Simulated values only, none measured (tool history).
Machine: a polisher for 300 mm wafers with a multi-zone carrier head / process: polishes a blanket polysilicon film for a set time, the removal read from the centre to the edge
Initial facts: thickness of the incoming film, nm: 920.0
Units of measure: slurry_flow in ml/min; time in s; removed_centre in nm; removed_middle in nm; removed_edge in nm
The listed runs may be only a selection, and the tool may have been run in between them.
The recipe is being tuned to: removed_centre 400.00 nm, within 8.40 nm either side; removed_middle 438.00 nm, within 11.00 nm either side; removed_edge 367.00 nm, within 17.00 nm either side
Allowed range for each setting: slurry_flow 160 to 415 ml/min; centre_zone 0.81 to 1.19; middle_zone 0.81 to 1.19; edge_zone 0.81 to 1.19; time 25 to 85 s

{"run": 1, "hour": 0.0, "slurry_flow": 265, "centre_zone": 1.0, "middle_zone": 1.0, "edge_zone": 1.0, "time": 55, "removed_centre": 335.2, "removed_middle": 335.2, "removed_edge": 333.23}
{"run": 2, "hour": 8.3, "slurry_flow": 285, "centre_zone": 1.02, "middle_zone": 1.04, "edge_zone": 1.01, "time": 56, "removed_centre": 352.71, "removed_middle": 349.93, "removed_edge": 332.21}
{"run": 3, "hour": 14.2, "slurry_flow": 285, "centre_zone": 1.02, "middle_zone": 1.07, "edge_zone": 1.01, "time": 58, "removed_centre": 366.68, "removed_middle": 378.39, "removed_edge": 344.85}
{"run": 4, "hour": 16.4, "slurry_flow": 285, "centre_zone": 1.02, "middle_zone": 1.07, "edge_zone": 1.08, "time": 58, "removed_centre": 364.01, "removed_middle": 382.21, "removed_edge": 363.39}
{"run": 5, "hour": 22.6, "slurry_flow": 285, "centre_zone": 1.02, "middle_zone": 1.07, "edge_zone": 1.13, "time": 58, "removed_centre": 365.19, "removed_middle": 375.84, "removed_edge": 375.33}
{"run": 6, "hour": 30.1, "slurry_flow": 320, "centre_zone": 1.02, "middle_zone": 1.07, "edge_zone": 1.13, "time": 58, "removed_centre": 366.19, "removed_middle": 380.79, "removed_edge": 375.9}
{"run": 7, "hour": 31.4, "slurry_flow": 325, "centre_zone": 1.03, "middle_zone": 1.1, "edge_zone": 1.12, "time": 58, "removed_centre": 369.58, "removed_middle": 390.3, "removed_edge": 367.61}
{"run": 8, "hour": 34.0, "slurry_flow": 325, "centre_zone": 1.04, "middle_zone": 1.12, "edge_zone": 1.12, "time": 58, "removed_centre": 376.45, "removed_middle": 396.0, "removed_edge": 368.92}
{"run": 9, "hour": 35.7, "slurry_flow": 325, "centre_zone": 1.04, "middle_zone": 1.12, "edge_zone": 1.12, "time": 58, "removed_centre": 376.86, "removed_middle": 395.81, "removed_edge": 357.74}
{"run": 10, "hour": 39.5, "slurry_flow": 325, "centre_zone": 1.04, "middle_zone": 1.14, "edge_zone": 1.13, "time": 59, "removed_centre": 378.84, "removed_middle": 411.21, "removed_edge": 366.12}
{"run": 11, "hour": 47.6, "slurry_flow": 330, "centre_zone": 1.05, "middle_zone": 1.15, "edge_zone": 1.13, "time": 59, "removed_centre": 385.47, "removed_middle": 414.81, "removed_edge": 380.68}
{"run": 12, "hour": 55.6, "slurry_flow": 340, "centre_zone": 1.05, "middle_zone": 1.16, "edge_zone": 1.11, "time": 59, "removed_centre": 388.6, "removed_middle": 417.46, "removed_edge": 367.61}
{"run": 13, "hour": 63.6, "slurry_flow": 345, "centre_zone": 1.05, "middle_zone": 1.17, "edge_zone": 1.1, "time": 59, "removed_centre": 386.29, "removed_middle": 421.36, "removed_edge": 371.04}

Which of these 4 next moves meets every target?
{"run": "A", "hour": 71.6, "slurry_flow": 265, "centre_zone": 1.14, "middle_zone": 1.11, "edge_zone": 1.13, "time": 60, "removed_centre": "?", "removed_middle": "?", "removed_edge": "?"}
{"run": "B", "hour": 71.6, "slurry_flow": 340, "centre_zone": 1.07, "middle_zone": 1.19, "edge_zone": 1.03, "time": 60, "removed_centre": "?", "removed_middle": "?", "removed_edge": "?"}
{"run": "C", "hour": 71.6, "slurry_flow": 380, "centre_zone": 1.07, "middle_zone": 1.15, "edge_zone": 1.04, "time": 57, "removed_centre": "?", "removed_middle": "?", "removed_edge": "?"}
{"run": "D", "hour": 71.6, "slurry_flow": 365, "centre_zone": 1.18, "middle_zone": 1.17, "edge_zone": 1.14, "time": 54, "removed_centre": "?", "removed_middle": "?", "removed_edge": "?"}

move=A removed_centre=412.72 removed_middle=401.18 removed_edge=381.31
move=B removed_centre=398.84 removed_middle=434.68 removed_edge=369.56
move=C removed_centre=382.11 removed_middle=404.10 removed_edge=355.03
move=D removed_centre=394.02 removed_middle=387.23 removed_edge=350.99
A: the result that was furthest off in the last run now lies on the other side of its target
B: all results in spec
C: further off than the last run
D: brings the last run's worst result on target, with another outside its allowed miss
B meets every target.
